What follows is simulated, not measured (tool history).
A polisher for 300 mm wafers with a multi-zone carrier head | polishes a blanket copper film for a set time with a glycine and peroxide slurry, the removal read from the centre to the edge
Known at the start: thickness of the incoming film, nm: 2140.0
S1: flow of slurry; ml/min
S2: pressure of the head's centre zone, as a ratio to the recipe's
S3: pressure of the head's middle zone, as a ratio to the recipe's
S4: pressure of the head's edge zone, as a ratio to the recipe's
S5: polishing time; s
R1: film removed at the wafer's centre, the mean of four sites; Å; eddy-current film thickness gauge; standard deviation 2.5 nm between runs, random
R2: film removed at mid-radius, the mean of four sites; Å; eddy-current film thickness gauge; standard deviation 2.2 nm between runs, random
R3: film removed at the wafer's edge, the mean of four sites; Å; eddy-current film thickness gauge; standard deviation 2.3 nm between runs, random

run,hour,S1,S2,S3,S4,S5,R1,R2,R3
1,0,315,1,1,1,61,3175.8,3029.7,3160.7
2,8.2,315,1,1.01,0.95,58,2995.1,2895.5,2926.4
3,9.1,315,1.03,1.01,0.95,58,3090.6,2869.1,2956.2
4,10.7,315,1.03,1.09,0.95,58,3054.4,3061.2,2943.2
5,15.7,245,1.03,1.09,0.95,58,3014.6,2996.9,2911
6,18.7,245,1.03,1.04,0.95,58,2995,2874.2,2927.7
7,21.6,280,1.04,1.05,0.92,56,2966,2823.9,2818.4

For run 8, what comes out?
8,23.5,300,1.05,1.07,0.89,54,?,?,?

Run 8 produced R1 2932.8 Å, R2 2797.2 Å, R3 2612.5 Å.
